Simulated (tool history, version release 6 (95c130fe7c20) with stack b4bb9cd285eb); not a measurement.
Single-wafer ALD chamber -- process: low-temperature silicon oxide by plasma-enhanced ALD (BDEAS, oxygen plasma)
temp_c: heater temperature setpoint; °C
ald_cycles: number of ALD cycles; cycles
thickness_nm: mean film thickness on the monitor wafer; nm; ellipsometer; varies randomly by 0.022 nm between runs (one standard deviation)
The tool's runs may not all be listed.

run	hour	temp_c	ald_cycles	thickness_nm
1	0	100	28	4.4333
2	2.2	97	29	4.6116
3	10.4	106	29	4.5744
4	14.6	114	29	4.4761
5	22.9	111	30	4.6973
6	31.8	111	27	4.1975
7	33.6	109	28	4.3507

Run 8 has not been measured yet. What should we expect?
8	38.7	107	29	?

thickness_nm: 4.5862 nm
